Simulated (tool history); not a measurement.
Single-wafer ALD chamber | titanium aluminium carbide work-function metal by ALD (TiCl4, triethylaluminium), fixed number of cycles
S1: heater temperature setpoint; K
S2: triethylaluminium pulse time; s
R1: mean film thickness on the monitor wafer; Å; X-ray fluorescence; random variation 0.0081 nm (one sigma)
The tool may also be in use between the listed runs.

run 1 hour=0 | S1=583.15 S2=13.6 | R1=21.088
run 2 hour=3.7 | S1=583.15 S2=15.62 | R1=21.147
run 3 hour=6.3 | S1=578.15 S2=15.62 | R1=20.871
run 4 hour=11.4 | S1=578.15 S2=13.74 | R1=20.628
run 5 hour=18.2 | S1=578.15 S2=15.49 | R1=20.777
run 6 hour=26.1 | S1=572.15 S2=15.49 | R1=20.094
run 7 hour=33.6 | S1=579.15 S2=16.01 | R1=20.933
run 8 hour=42.2 | S1=584.15 S2=16.43 | R1=21.176

For run 9, what comes out?
run 9 hour=49.3 | S1=590.15 S2=16.58 | R1=?

{"run 9": {"R1": 21.686}}

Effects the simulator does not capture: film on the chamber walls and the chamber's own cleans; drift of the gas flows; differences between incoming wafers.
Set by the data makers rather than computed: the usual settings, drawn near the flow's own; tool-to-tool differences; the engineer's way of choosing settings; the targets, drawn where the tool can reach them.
